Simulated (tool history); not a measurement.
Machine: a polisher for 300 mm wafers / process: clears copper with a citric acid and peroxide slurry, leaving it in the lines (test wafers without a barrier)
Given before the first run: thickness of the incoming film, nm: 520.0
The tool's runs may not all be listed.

run  hour  flow of slurry (ml/min)  pressure of the wafer on the pad (kPa)  speed of the pad under the wafer (m/s)  abrasive content of the slurry  overpolish time after the end point (s)  time until the end point was called (s)  dishing of a wide line in a test structure (nm)
  1   0.0                      215                                    28.3                                    1.20                             1.0                                       25                                  140.520                                           44.621
  2   0.7                      215                                    28.3                                    1.20                             1.0                                       16                                  143.370                                           33.963
  3   5.0                      215                                    28.3                                    1.20                             1.1                                       16                                  136.430                                           35.104
  4   5.7                      215                                    28.3                                    1.20                             1.0                                       16                                  140.820                                           34.641
  5  13.8                      215                                    32.4                                    1.26                             1.0                                       20                                  119.460                                           44.544
  6  22.3                      175                                    32.4                                    1.26                             1.0                                       20                                  124.910                                           42.061
  7  26.2                      175                                    32.4                                    1.26                             1.0                                       20                                  126.780                                           42.924
  8  31.5                      195                                    35.9                                    1.28                             1.0                                       21                                  107.330                                           48.102
  9  38.8                      195                                    35.9                                    1.28                             1.0                                       21                                  107.400                                           47.530
 10  42.0                      205                                    38.6                                    1.30                             1.0                                       23                                  101.550                                           52.579
 11  42.8                      205                                    40.0                                    1.36                             1.0                                       24                                   92.557                                           56.162
 12  47.3                      205                                    40.0                                    1.36                             1.0                                       24                                   93.719                                           55.320
 13  48.2                      205                                    41.4                                    1.40                             1.0                                       26                                   88.877                                           60.269
 14  51.7                      205                                    42.1                                    1.44                             1.0                                       27                                   86.038                                           60.371

Run 15 is up next; what results do you expect?
 15  60.1                      210                                    42.7                                    1.48                             1.0                                       29                                        ?                                                ?

Run 15 produced time until the end point was called (s) 80.753, dishing of a wide line in a test structure (nm) 62.570.
